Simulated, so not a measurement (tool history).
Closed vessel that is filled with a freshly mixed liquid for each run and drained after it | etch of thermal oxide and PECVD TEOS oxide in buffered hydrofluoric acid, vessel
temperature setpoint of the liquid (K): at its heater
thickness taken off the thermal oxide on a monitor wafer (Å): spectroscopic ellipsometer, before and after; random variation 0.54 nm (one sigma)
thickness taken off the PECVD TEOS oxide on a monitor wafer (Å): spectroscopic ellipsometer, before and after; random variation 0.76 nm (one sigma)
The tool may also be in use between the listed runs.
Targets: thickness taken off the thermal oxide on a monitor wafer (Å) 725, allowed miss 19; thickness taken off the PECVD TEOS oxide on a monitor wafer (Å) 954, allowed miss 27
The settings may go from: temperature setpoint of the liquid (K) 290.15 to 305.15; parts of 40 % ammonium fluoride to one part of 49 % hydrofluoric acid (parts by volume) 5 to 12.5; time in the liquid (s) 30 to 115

| run | hour | temperature setpoint of the liquid (K) | parts of 40 % ammonium fluoride to one part of 49 % hydrofluoric acid (parts by volume) | time in the liquid (s) | thickness taken off the thermal oxide on a monitor wafer (Å) | thickness taken off the PECVD TEOS oxide on a monitor wafer (Å) |
|---|---|---|---|---|---|---|
| 1 | 0 | 297.15 | 7.5 | 60 | 993.21 | 1318.2 |
| 2 | 1.1 | 296.65 | 7.5 | 60 | 969.45 | 1291.8 |
| 3 | 2.2 | 296.15 | 7.5 | 60 | 935.03 | 1242.9 |
| 4 | 6.1 | 296.15 | 9 | 60 | 772.72 | 1011.8 |
| 5 | 13.8 | 295.65 | 9 | 60 | 753.79 | 986.91 |
| 6 | 22 | 295.65 | 9 | 70 | 885.8 | 1152.1 |
| 7 | 29.2 | 295.15 | 9 | 70 | 862.35 | 1132.8 |
| 8 | 32.4 | 294.65 | 9 | 70 | 828.64 | 1079.3 |
| 9 | 38.9 | 293.65 | 9 | 70 | 782.3 | 1039.8 |
| 10 | 43.7 | 293.15 | 9 | 70 | 775.39 | 996.46 |
|  | 45.7 | thermometer replaced |
| 11 | 45.7 | 292.65 | 9 | 70 | 690.3 | 903.62 |

Which of these 4 next moves meets every target?
| A | 47.7 | 291.15 | 8 | 65 | ? | ? |
| B | 47.7 | 293.65 | 9 | 70 | ? | ? |
| C | 47.7 | 290.15 | 9 | 80 | ? | ? |
| D | 47.7 | 295.65 | 10.5 | 65 | ? | ? |

| move | thickness taken off the thermal oxide on a monitor wafer (Å) | thickness taken off the PECVD TEOS oxide on a monitor wafer (Å) |
|---|---|---|
| A | 665.39 | 871.68 |
| B | 725.76 | 950.77 |
| C | 680.76 | 891.82 |
| D | 671.93 | 880.24 |
A: further off than the last run
B: meets every target
C: further off than the last run
D: further off than the last run
Answer: B
